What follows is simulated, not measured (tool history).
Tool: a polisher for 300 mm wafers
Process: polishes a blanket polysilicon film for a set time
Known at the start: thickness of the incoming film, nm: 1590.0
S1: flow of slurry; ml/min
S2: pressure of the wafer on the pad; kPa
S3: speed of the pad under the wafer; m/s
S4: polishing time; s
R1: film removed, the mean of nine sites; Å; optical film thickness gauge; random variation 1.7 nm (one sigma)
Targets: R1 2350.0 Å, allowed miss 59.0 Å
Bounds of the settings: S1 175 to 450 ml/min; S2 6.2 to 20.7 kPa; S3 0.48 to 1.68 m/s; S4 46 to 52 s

run 1 day=0.000 | S1=290 S2=13.1 S3=1.08 S4=52 | R1=3516.8
run 2 day=0.204 | S1=290 S2=13.1 S3=1.26 S4=52 | R1=4110.5
run 3 day=0.458 | S1=290 S2=13.1 S3=1.12 S4=52 | R1=3693.2
run 4 day=0.604 | S1=245 S2=13.1 S3=1.12 S4=52 | R1=3619.9
run 5 day=0.921 | S1=245 S2=13.1 S3=0.86 S4=52 | R1=2761.9
run 6 day=1.083 | S1=245 S2=15.2 S3=0.86 S4=52 | R1=3176.7
run 7 day=1.404 | S1=245 S2=14.5 S3=0.86 S4=52 | R1=3046.4
run 8 day=1.700 | S1=245 S2=14.5 S3=0.86 S4=52 | R1=3034.7
run 9 day=1.817 | S1=245 S2=13.8 S3=0.86 S4=52 | R1=2904.7
run 10 day=2.175 | S1=240 S2=11.7 S3=0.86 S4=52 | R1=2505.7

4 next moves are on the table. One of them brings every result within its allowed miss. Which?
run A day=2.533 | S1=220 S2=13.8 S3=0.72 S4=51 | R1=?
run B day=2.533 | S1=250 S2=14.5 S3=0.72 S4=51 | R1=?
run C day=2.533 | S1=300 S2=14.5 S3=0.78 S4=46 | R1=?
run D day=2.533 | S1=260 S2=15.9 S3=0.76 S4=46 | R1=?

move=A R1=2350.6
move=B R1=2506.3
move=C R1=2489.7
move=D R1=2613.3
A: meets every target
B: as far off as the last run
C: nearer than the last run, and not there yet
D: further off than the last run
Move A is the one to make.
